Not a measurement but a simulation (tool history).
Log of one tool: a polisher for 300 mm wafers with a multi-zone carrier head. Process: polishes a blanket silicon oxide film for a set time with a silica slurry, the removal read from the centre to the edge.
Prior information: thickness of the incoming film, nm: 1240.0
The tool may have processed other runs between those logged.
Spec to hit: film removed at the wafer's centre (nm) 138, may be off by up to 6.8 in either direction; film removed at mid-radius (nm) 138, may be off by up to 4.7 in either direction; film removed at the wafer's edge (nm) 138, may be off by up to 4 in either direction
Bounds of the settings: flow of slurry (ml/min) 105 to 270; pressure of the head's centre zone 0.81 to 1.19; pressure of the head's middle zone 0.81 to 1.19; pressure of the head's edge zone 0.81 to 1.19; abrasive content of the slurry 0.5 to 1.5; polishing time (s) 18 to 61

run	hour	flow of slurry (ml/min)	pressure of the head's centre zone	pressure of the head's middle zone	pressure of the head's edge zone	abrasive content of the slurry	polishing time (s)	film removed at the wafer's centre (nm)	film removed at mid-radius (nm)	film removed at the wafer's edge (nm)
1	0	175	1	1	1	1	39	117.82	120.66	120.79
2	0.7	175	0.95	1	1	1	39	110.9	119.06	120.26
3	3.9	140	0.95	1	1	1	39	106.82	116.27	117.46
4	12.2	150	0.97	1.01	1.02	1	39	110.7	116.62	119.39
5	19.2	160	0.98	1.02	1.03	1	39	113.94	120.33	123.04
6	22.4	160	0.98	1.02	1.03	0.85	39	105.8	110.7	112.1
7	30.6	165	0.99	1.04	1.05	0.85	39	107.85	112.09	114.63
8	36	170	1	1.06	1.06	0.85	39	109.88	117.99	117.07
9	43.8	180	1.02	1.07	1.07	0.85	39	110.57	117.7	117.26
10	51.1	180	1.02	1.07	1.07	0.85	39	110.22	118.99	117.27
11	56.6	180	1.02	1.07	1.07	0.85	39	113.31	115.9	119.52
12	62.5	185	1.03	1.09	1.07	0.85	39	112.65	118.88	119.23
13	65.3	190	1.05	1.1	1.08	0.85	39	116.95	123.78	118.54

Which single option among these 4 for the next run brings every result within its allowed miss of target? Just one does.
A	68.1	125	1.13	1.1	1.15	0.7	51	?	?	?
B	68.1	195	0.88	1.14	1.19	0.85	47	?	?	?
C	68.1	230	0.89	1.09	1.12	0.65	53	?	?	?
D	68.1	235	0.93	1.13	1.19	1.05	41	?	?	?

move	film removed at the wafer's centre (nm)	film removed at mid-radius (nm)	film removed at the wafer's edge (nm)
A	139.56	137.59	138.44
B	118.54	153.7	149.32
C	122.6	150.89	146.94
D	122.66	148.82	144.86
A: every result within its allowed miss
B: moves the result that the last run missed by most past its target, out the other side
C: moves the result that the last run missed by most past its target, out the other side
D: moves the result that the last run missed by most past its target, out the other side
The move that meets every target is A.

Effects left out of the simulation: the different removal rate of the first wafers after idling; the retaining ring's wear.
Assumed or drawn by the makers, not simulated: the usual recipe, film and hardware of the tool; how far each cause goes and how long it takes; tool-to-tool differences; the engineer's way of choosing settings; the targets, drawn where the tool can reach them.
